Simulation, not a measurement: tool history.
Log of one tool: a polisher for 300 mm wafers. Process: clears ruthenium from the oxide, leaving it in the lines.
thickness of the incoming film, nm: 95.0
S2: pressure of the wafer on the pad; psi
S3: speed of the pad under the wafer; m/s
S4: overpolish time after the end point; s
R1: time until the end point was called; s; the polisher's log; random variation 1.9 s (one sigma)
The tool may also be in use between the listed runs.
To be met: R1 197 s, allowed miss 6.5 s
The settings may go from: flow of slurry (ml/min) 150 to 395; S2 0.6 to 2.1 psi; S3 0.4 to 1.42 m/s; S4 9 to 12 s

Run 1, hour 0: flow of slurry (ml/min) 250, S2 1.3 psi, S3 0.9 m/s, S4 12 s. Result: R1 158.41 s.
Run 2, hour 4: flow of slurry (ml/min) 275, S2 1.3 psi, S3 0.9 m/s, S4 12 s. Result: R1 157.65 s.
Run 3, hour 12.6: flow of slurry (ml/min) 275, S2 1.3 psi, S3 0.7 m/s, S4 12 s. Result: R1 182.69 s.
Run 4, hour 20.2: flow of slurry (ml/min) 275, S2 1.3 psi, S3 0.88 m/s, S4 12 s. Result: R1 157.04 s.
Run 5, hour 29: flow of slurry (ml/min) 230, S2 1.3 psi, S3 0.88 m/s, S4 12 s. Result: R1 164.32 s.
Run 6, hour 35.8: flow of slurry (ml/min) 220, S2 1.2 psi, S3 0.88 m/s, S4 12 s. Result: R1 175.86 s.
Run 7, hour 39.5: flow of slurry (ml/min) 215, S2 1.2 psi, S3 0.88 m/s, S4 12 s. Result: R1 177.19 s.
Run 8, hour 44.3: flow of slurry (ml/min) 210, S2 1.2 psi, S3 0.88 m/s, S4 12 s. Result: R1 177.15 s.
Run 9, hour 47.5: flow of slurry (ml/min) 210, S2 1 psi, S3 0.88 m/s, S4 12 s. Result: R1 208.45 s.
Run 10, hour 55.4: flow of slurry (ml/min) 210, S2 1 psi, S3 0.88 m/s, S4 12 s. Result: R1 208.63 s.
Run 11, hour 58.2: flow of slurry (ml/min) 215, S2 1 psi, S3 0.88 m/s, S4 12 s. Result: R1 212.56 s.
Run 12, hour 62.8: flow of slurry (ml/min) 220, S2 1 psi, S3 0.88 m/s, S4 12 s. Result: R1 212.56 s.

Which of these 4 next moves meets every target?
Run A, hour 67.4: flow of slurry (ml/min) 210, S2 0.9 psi, S3 0.88 m/s, S4 12 s. Result: R1 ?.
Run B, hour 67.4: flow of slurry (ml/min) 235, S2 1.1 psi, S3 0.84 m/s, S4 9 s. Result: R1 ?.
Run C, hour 67.4: flow of slurry (ml/min) 220, S2 1.2 psi, S3 0.82 m/s, S4 9 s. Result: R1 ?.
Run D, hour 67.4: flow of slurry (ml/min) 225, S2 1.1 psi, S3 0.92 m/s, S4 12 s. Result: R1 ?.

move      R1
   A  237.57
   B  198.34
   C  186.55
   D  188.89
A: further off than the last run
B: meets every target
C: takes the result that was furthest off past its target
D: takes the result that was furthest off past its target
Move B is the one to make.
